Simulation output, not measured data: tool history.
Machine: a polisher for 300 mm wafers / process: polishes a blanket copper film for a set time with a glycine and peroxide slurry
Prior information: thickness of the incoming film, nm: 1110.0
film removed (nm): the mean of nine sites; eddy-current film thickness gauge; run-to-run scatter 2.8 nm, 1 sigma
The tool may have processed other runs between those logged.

run    day  flow of slurry (ml/min)  pressure of the wafer on the pad (psi)  speed of the pad under the wafer (cm/s)  polishing time (s)  film removed (nm)
  1      0                      215                                     2.7                                       84                  54             267.12
  2    0.3                      220                                     2.9                                       84                  54             281.03
  3  0.342                      220                                       3                                       84                  54             288.65
  4  0.658                      180                                       3                                       84                  54              278.8
  5  0.929                      195                                     3.1                                       84                  54              294.9
  6  1.262                      205                                     3.2                                       84                  54             299.76

What will run 7 give?
  7  1.388                      210                                     3.3                                       84                  54                  ?

film removed (nm): 309.06

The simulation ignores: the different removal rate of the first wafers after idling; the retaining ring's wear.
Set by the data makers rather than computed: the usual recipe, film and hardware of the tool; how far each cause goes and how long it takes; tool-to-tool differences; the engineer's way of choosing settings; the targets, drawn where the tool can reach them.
